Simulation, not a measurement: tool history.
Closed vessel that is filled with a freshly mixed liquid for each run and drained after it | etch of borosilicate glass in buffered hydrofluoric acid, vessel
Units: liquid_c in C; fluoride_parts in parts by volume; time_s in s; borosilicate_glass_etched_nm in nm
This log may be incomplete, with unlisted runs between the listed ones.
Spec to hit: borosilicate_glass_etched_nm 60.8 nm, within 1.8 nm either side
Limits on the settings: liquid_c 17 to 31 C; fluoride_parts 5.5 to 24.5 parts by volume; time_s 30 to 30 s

run	hour	liquid_c	fluoride_parts	time_s	borosilicate_glass_etched_nm
1	0	23	15	30	23.444
2	8.2	25	15	30	25.876
3	10.9	26	14	30	29.056
4	14.8	28.5	14	30	33.379
5	17.2	28.5	12.5	30	37.666
6	22.2	30.5	12.5	30	41.474
7	24.3	30.5	12.5	30	41.484
8	33.2	30.5	12	30	43.155
9	40.3	30.5	11.5	30	44.783
10	47.2	30.5	11	30	46.536
11	52.9	30.5	10.5	30	49.377
12	57.7	31	7.5	30	69.07
13	59.8	31	7.5	30	68.59
14	66.8	30.5	7.5	30	67.462

Below are 5 possible settings for the next run. Only one of them brings all results inside the allowed miss of their targets. Which is it?
A	73.8	31	9	30	?
B	73.8	30	7.5	30	?
C	73.8	31	6.5	30	?
D	73.8	31	7.5	30	?
E	73.8	31	8.5	30	?

move	borosilicate_glass_etched_nm
A	56.677
B	65.78
C	79.782
D	69.241
E	60.35
A: pushes the last run's worst result past its target
B: better than the last run, though not everything is in spec
C: lands further from the targets than the last run did
D: lands further from the targets than the last run did
E: all results land within tolerance of their targets
Answer: E
